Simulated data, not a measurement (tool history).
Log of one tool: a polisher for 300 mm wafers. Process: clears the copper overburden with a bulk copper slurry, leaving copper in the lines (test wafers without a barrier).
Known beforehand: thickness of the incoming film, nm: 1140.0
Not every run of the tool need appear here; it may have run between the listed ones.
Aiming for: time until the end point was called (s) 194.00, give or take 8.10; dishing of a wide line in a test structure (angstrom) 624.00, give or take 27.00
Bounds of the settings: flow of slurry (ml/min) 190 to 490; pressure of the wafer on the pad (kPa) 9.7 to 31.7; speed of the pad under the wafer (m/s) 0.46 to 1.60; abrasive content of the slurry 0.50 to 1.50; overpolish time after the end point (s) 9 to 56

run,hour,flow of slurry (ml/min),pressure of the wafer on the pad (kPa),speed of the pad under the wafer (m/s),abrasive content of the slurry,overpolish time after the end point (s),time until the end point was called (s),dishing of a wide line in a test structure (angstrom)
1,0.0,315,20.7,1.02,1.00,29,122.76,664.86
2,5.8,285,20.7,1.02,1.00,29,125.43,650.09
3,13.5,285,20.7,1.02,0.85,29,132.08,672.34
4,22.2,285,18.6,1.02,0.85,30,140.93,653.46
5,25.1,285,18.6,1.02,1.05,30,131.16,651.21
6,32.5,285,15.9,1.00,1.05,32,147.73,633.71
7,33.1,285,13.8,0.98,1.05,35,166.66,628.69
8,35.0,285,13.1,0.98,1.05,36,176.56,625.67
9,35.5,285,12.4,0.98,1.05,37,183.78,638.09
10,43.8,285,11.7,0.98,1.05,37,183.92,623.44
11,49.6,285,10.3,0.96,1.05,41,201.75,605.85

Pick the move, out of 5, that brings all results within their allowed miss; only one does.
A,55.4,220,16.5,0.70,1.30,56,?,?
B,55.4,260,10.3,1.04,1.00,45,?,?
C,55.4,335,11.0,0.92,0.90,44,?,?
D,55.4,260,9.7,0.96,1.05,43,?,?
E,55.4,310,10.3,0.92,1.00,38,?,?

move,time until the end point was called (s),dishing of a wide line in a test structure (angstrom)
A,195.48,676.34
B,186.50,633.06
C,203.68,625.55
D,206.40,614.08
E,206.42,601.53
A: brings the result that was furthest off to its target, and leaves another outside
B: each result inside its tolerance
C: the biggest miss grows against the last run
D: the biggest miss grows against the last run
E: the biggest miss grows against the last run
B meets every target.
